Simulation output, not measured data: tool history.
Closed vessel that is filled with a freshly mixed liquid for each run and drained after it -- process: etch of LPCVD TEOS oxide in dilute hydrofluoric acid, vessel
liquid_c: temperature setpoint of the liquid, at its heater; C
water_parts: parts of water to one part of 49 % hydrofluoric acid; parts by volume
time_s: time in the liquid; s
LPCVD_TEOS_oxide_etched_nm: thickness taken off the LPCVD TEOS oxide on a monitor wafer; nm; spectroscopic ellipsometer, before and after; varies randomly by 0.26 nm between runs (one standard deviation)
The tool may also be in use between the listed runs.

Run 1, day 0.000: liquid_c 22.0 C, water_parts 55 parts by volume, time_s 30 s. Result: LPCVD_TEOS_oxide_etched_nm 11.542 nm.
Run 2, day 0.046: liquid_c 23.0 C, water_parts 50 parts by volume, time_s 30 s. Result: LPCVD_TEOS_oxide_etched_nm 13.055 nm.
Run 3, day 0.217: liquid_c 25.0 C, water_parts 50 parts by volume, time_s 30 s. Result: LPCVD_TEOS_oxide_etched_nm 14.479 nm.
Run 4, day 0.529: liquid_c 25.5 C, water_parts 45 parts by volume, time_s 30 s. Result: LPCVD_TEOS_oxide_etched_nm 16.294 nm.
Run 5, day 0.829: liquid_c 25.5 C, water_parts 45 parts by volume, time_s 30 s. Result: LPCVD_TEOS_oxide_etched_nm 16.305 nm.
Run 6, day 0.979: liquid_c 23.0 C, water_parts 45 parts by volume, time_s 30 s. Result: LPCVD_TEOS_oxide_etched_nm 14.665 nm.
Run 7, day 1.033: liquid_c 24.0 C, water_parts 45 parts by volume, time_s 30 s. Result: LPCVD_TEOS_oxide_etched_nm 15.327 nm.
Run 8, day 1.100: liquid_c 28.0 C, water_parts 25 parts by volume, time_s 30 s. Result: LPCVD_TEOS_oxide_etched_nm 33.671 nm.
Run 9, day 1.400: liquid_c 27.5 C, water_parts 25 parts by volume, time_s 30 s. Result: LPCVD_TEOS_oxide_etched_nm 32.492 nm.
Run 10, day 1.600: liquid_c 27.0 C, water_parts 25 parts by volume, time_s 30 s. Result: LPCVD_TEOS_oxide_etched_nm 32.207 nm.
Run 11, day 1.658: liquid_c 26.5 C, water_parts 25 parts by volume, time_s 30 s. Result: LPCVD_TEOS_oxide_etched_nm 31.904 nm.
Run 12, day 1.733: liquid_c 26.0 C, water_parts 25 parts by volume, time_s 30 s. Result: LPCVD_TEOS_oxide_etched_nm 30.952 nm.
Run 13, day 1.921: liquid_c 25.5 C, water_parts 25 parts by volume, time_s 30 s. Result: LPCVD_TEOS_oxide_etched_nm 29.879 nm.
Run 14, day 2.083: liquid_c 25.0 C, water_parts 25 parts by volume, time_s 30 s. Result: LPCVD_TEOS_oxide_etched_nm 29.042 nm.
Run 15, day 2.138: liquid_c 24.5 C, water_parts 25 parts by volume, time_s 30 s. Result: LPCVD_TEOS_oxide_etched_nm 28.800 nm.

Run 16 is up next; what results do you expect?
Run 16, day 2.296: liquid_c 24.0 C, water_parts 25 parts by volume, time_s 30 s. Result: LPCVD_TEOS_oxide_etched_nm ?.

{"run 16": {"LPCVD_TEOS_oxide_etched_nm": 28.676}}

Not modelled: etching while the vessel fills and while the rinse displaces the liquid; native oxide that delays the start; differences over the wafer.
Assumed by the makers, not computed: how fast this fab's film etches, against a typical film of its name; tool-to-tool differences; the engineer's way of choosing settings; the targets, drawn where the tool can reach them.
